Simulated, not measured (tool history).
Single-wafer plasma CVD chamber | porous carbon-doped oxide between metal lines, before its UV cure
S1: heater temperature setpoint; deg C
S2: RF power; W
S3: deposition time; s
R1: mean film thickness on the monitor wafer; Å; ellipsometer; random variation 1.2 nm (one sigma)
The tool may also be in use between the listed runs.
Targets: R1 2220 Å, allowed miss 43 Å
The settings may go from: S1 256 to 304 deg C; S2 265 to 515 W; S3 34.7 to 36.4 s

run 1 hour=0 | S1=280 S2=390 S3=36.4 | R1=1906.1
run 2 hour=5.2 | S1=286 S2=390 S3=36.4 | R1=1813.8
run 3 hour=7.1 | S1=279 S2=390 S3=36.4 | R1=1899
run 4 hour=11.4 | S1=275 S2=395 S3=36.4 | R1=1980.5
run 5 hour=19 | S1=275 S2=340 S3=36.4 | R1=1682.7
run 6 hour=22.2 | S1=270 S2=340 S3=36.4 | R1=1761.4
run 7 hour=29 | S1=268 S2=350 S3=36.4 | R1=1831.1
run 8 hour=34.4 | S1=266 S2=360 S3=36.4 | R1=1915.4
run 9 hour=35.6 | S1=264 S2=365 S3=36.4 | R1=1969.9
run 10 hour=39.7 | S1=264 S2=365 S3=36.4 | R1=1974
run 11 hour=41.9 | S1=263 S2=370 S3=36.4 | R1=1986.7
run 12 hour=49.1 | S1=262 S2=375 S3=36.4 | R1=2036.1
run 13 hour=55.2 | S1=261 S2=380 S3=36.4 | R1=2070.7
run 14 hour=59.5 | S1=260 S2=385 S3=36.4 | R1=2119.3
run 15 hour=61.3 | S1=259 S2=385 S3=36.4 | R1=2145.9
run 16 hour=66.4 | S1=258 S2=385 S3=36.4 | R1=2134.3

4 next moves are on the table. One of them brings every result within its allowed miss. Which?
run A hour=71.5 | S1=261 S2=425 S3=36.4 | R1=?
run B hour=71.5 | S1=267 S2=400 S3=36.4 | R1=?
run C hour=71.5 | S1=277 S2=455 S3=36.4 | R1=?
run D hour=71.5 | S1=257 S2=390 S3=34.7 | R1=?

move=A R1=2312.8
move=B R1=2099.9
move=C R1=2206.1
move=D R1=2096.3
A: takes the result that was furthest off past its target
B: further off than the last run
C: meets every target
D: further off than the last run
Answer: C

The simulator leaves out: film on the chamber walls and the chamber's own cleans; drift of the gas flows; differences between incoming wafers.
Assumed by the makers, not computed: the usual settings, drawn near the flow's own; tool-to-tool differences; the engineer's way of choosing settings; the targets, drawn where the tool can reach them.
